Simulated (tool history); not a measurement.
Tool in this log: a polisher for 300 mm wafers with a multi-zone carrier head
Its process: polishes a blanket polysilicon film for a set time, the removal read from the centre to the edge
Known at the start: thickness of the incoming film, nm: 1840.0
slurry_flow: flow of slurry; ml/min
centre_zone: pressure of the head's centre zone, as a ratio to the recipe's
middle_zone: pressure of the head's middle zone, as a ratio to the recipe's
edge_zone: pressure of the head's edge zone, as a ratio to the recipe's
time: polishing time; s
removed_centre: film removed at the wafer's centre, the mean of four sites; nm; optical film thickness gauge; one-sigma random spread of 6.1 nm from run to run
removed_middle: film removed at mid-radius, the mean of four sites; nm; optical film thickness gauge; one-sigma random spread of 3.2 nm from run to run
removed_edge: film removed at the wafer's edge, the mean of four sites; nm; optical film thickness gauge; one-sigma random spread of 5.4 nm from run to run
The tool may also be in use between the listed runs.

Run 1, hour 0.0: slurry_flow 275 ml/min, centre_zone 1.00, middle_zone 1.00, edge_zone 1.00, time 56 s. Result: removed_centre 396.54 nm, removed_middle 372.00 nm, removed_edge 360.42 nm.
Run 2, hour 4.4: slurry_flow 275 ml/min, centre_zone 1.00, middle_zone 1.00, edge_zone 1.00, time 47 s. Result: removed_centre 338.24 nm, removed_middle 315.43 nm, removed_edge 303.86 nm.
Run 3, hour 9.8: slurry_flow 275 ml/min, centre_zone 1.00, middle_zone 1.00, edge_zone 1.00, time 57 s. Result: removed_centre 407.64 nm, removed_middle 374.81 nm, removed_edge 373.43 nm.
Run 4, hour 15.9: slurry_flow 285 ml/min, centre_zone 1.01, middle_zone 1.05, edge_zone 1.04, time 59 s. Result: removed_centre 428.87 nm, removed_middle 408.67 nm, removed_edge 385.01 nm.
At hour 20.1: centre zone pressure recalibrated.
Run 5, hour 20.1: slurry_flow 285 ml/min, centre_zone 1.01, middle_zone 1.05, edge_zone 1.07, time 59 s. Result: removed_centre 387.19 nm, removed_middle 403.01 nm, removed_edge 388.95 nm.
Run 6, hour 25.0: slurry_flow 340 ml/min, centre_zone 1.01, middle_zone 1.05, edge_zone 1.07, time 59 s. Result: removed_centre 395.89 nm, removed_middle 412.92 nm, removed_edge 393.70 nm.

Run 7 is up next; what results do you expect?
Run 7, hour 29.2: slurry_flow 340 ml/min, centre_zone 1.03, middle_zone 1.06, edge_zone 1.08, time 61 s. Result: removed_centre ?, removed_middle ?, removed_edge ?.

Logged for run 7: removed_centre 413.26 nm, removed_middle 431.56 nm, removed_edge 416.19 nm.
